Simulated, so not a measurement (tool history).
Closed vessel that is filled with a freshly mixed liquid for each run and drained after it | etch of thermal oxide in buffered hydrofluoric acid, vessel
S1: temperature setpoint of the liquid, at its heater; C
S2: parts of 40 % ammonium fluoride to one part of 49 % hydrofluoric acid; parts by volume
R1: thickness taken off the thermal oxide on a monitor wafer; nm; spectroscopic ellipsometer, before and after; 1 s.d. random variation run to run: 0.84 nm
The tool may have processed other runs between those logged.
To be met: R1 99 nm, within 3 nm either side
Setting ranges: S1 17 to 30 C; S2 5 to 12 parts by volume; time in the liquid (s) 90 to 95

run 1 hour=0 | S1=22 S2=7 time_in_the_liquid_(s)=90 | R1=124.3
run 2 hour=7.8 | S1=22 S2=7 time_in_the_liquid_(s)=90 | R1=122.53
run 3 hour=16.7 | S1=22 S2=5 time_in_the_liquid_(s)=90 | R1=163.63
run 4 hour=18.7 | S1=19 S2=5 time_in_the_liquid_(s)=90 | R1=138.48
run 5 hour=27.3 | S1=19 S2=5 time_in_the_liquid_(s)=90 | R1=138.22
run 6 hour=35.9 | S1=18.5 S2=5.5 time_in_the_liquid_(s)=90 | R1=123.6
run 7 hour=42.7 | S1=18 S2=5.5 time_in_the_liquid_(s)=90 | R1=122.62
run 8 hour=50.1 | S1=17.5 S2=6 time_in_the_liquid_(s)=90 | R1=109.24

Next run, 4 choices. One meets every target within its allowed miss, the rest don't. Which?
run A hour=57.5 | S1=17 S2=6.5 time_in_the_liquid_(s)=95 | R1=?
run B hour=57.5 | S1=17 S2=7 time_in_the_liquid_(s)=90 | R1=?
run C hour=57.5 | S1=17 S2=6 time_in_the_liquid_(s)=90 | R1=?
run D hour=57.5 | S1=17 S2=7 time_in_the_liquid_(s)=95 | R1=?

move=A R1=104.26
move=B R1=92.606
move=C R1=105.87
move=D R1=97.751
A: moves toward the targets from the last run without getting all of them in spec
B: takes the result that was furthest off past its target
C: moves toward the targets from the last run without getting all of them in spec
D: all results in spec
D is the move that brings every result within its allowed miss.
